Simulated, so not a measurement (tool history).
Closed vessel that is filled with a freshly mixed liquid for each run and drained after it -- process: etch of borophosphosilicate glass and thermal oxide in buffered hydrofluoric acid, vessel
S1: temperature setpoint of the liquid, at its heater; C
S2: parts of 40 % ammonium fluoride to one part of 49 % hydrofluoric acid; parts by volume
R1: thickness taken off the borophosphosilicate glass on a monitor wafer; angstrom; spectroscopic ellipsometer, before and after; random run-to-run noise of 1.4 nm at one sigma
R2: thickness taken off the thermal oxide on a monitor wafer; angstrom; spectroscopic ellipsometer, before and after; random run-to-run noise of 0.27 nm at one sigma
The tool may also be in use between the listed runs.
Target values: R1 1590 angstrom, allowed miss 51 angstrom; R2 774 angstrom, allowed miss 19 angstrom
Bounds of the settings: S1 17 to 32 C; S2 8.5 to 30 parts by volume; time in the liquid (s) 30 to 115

{"run": 1, "day": 0.0, "S1": 24, "S2": 23.5, "time in the liquid (s)": 60, "R1": 591.7, "R2": 291.24}
{"run": 2, "day": 0.104, "S1": 24, "S2": 27.5, "time in the liquid (s)": 60, "R1": 532.81, "R2": 260.22}
{"run": 3, "day": 0.462, "S1": 26.5, "S2": 22, "time in the liquid (s)": 65, "R1": 762.23, "R2": 379.56}
{"run": 4, "day": 0.588, "S1": 28, "S2": 18, "time in the liquid (s)": 65, "R1": 975.62, "R2": 482.11}
{"run": 5, "day": 0.667, "S1": 28, "S2": 18, "time in the liquid (s)": 80, "R1": 1211.6, "R2": 591.54}
{"run": 6, "day": 0.808, "S1": 24.5, "S2": 18, "time in the liquid (s)": 80, "R1": 1008.3, "R2": 492.31}
{"run": 7, "day": 0.862, "S1": 26.5, "S2": 17.5, "time in the liquid (s)": 80, "R1": 1152.7, "R2": 565.23}
{"run": 8, "day": 0.921, "S1": 28, "S2": 17.5, "time in the liquid (s)": 80, "R1": 1246.4, "R2": 606.33}
{"run": 9, "day": 1.188, "S1": 29, "S2": 17, "time in the liquid (s)": 80, "R1": 1374.1, "R2": 665.16}
{"run": 10, "day": 1.404, "S1": 29, "S2": 17, "time in the liquid (s)": 80, "R1": 1356.5, "R2": 657.84}
{"run": 11, "day": 1.754, "S1": 30, "S2": 17, "time in the liquid (s)": 80, "R1": 1440.3, "R2": 700.67}
{"run": 12, "day": 2.112, "S1": 30.5, "S2": 17, "time in the liquid (s)": 80, "R1": 1480, "R2": 718.71}
{"run": 13, "day": 2.371, "S1": 31, "S2": 17, "time in the liquid (s)": 80, "R1": 1497.5, "R2": 740.62}

Which one of the following 4 next-run settings gets every result inside its allowed miss? There is exactly one.
{"run": "A", "day": 2.629, "S1": 31.5, "S2": 23.5, "time in the liquid (s)": 100, "R1": "?", "R2": "?"}
{"run": "B", "day": 2.629, "S1": 28, "S2": 19.5, "time in the liquid (s)": 105, "R1": "?", "R2": "?"}
{"run": "C", "day": 2.629, "S1": 31.5, "S2": 20, "time in the liquid (s)": 95, "R1": "?", "R2": "?"}
{"run": "D", "day": 2.629, "S1": 30, "S2": 20, "time in the liquid (s)": 90, "R1": "?", "R2": "?"}

move=A R1=1473.7 R2=719.24
move=B R1=1474.6 R2=718.31
move=C R1=1563.3 R2=762.7
move=D R1=1369.6 R2=667.8
A: lands further from the targets than the last run did
B: lands further from the targets than the last run did
C: all results land within tolerance of their targets
D: lands further from the targets than the last run did
Move C is the one to make.

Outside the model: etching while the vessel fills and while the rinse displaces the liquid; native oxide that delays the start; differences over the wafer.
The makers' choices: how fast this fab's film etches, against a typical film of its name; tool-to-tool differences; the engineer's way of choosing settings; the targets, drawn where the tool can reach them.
